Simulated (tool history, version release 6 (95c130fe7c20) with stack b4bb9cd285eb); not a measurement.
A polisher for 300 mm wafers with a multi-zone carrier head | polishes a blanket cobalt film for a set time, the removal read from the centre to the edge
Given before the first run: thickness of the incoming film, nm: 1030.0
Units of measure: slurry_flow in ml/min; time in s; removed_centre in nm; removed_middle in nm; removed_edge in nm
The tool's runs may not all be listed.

run	hour	slurry_flow	centre_zone	middle_zone	edge_zone	time	removed_centre	removed_middle	removed_edge
1	0.0	155	1.00	1.00	1.00	81	326.32	340.98	340.62
2	2.9	150	1.00	0.98	0.97	75	302.00	307.08	295.45
3	4.2	140	0.98	0.94	0.96	73	284.67	285.85	294.48
4	5.2	120	0.98	0.94	0.96	73	272.22	272.89	285.49
5	7.1	115	0.98	0.93	0.94	71	253.22	254.03	277.32
6	11.1	115	0.98	0.87	0.94	71	258.40	241.90	270.59

Run 7 is up next; what results do you expect?
7	18.3	120	0.98	0.88	0.91	69	?	?	?

Logged for run 7: removed_centre 259.99 nm, removed_middle 241.72 nm, removed_edge 262.37 nm.

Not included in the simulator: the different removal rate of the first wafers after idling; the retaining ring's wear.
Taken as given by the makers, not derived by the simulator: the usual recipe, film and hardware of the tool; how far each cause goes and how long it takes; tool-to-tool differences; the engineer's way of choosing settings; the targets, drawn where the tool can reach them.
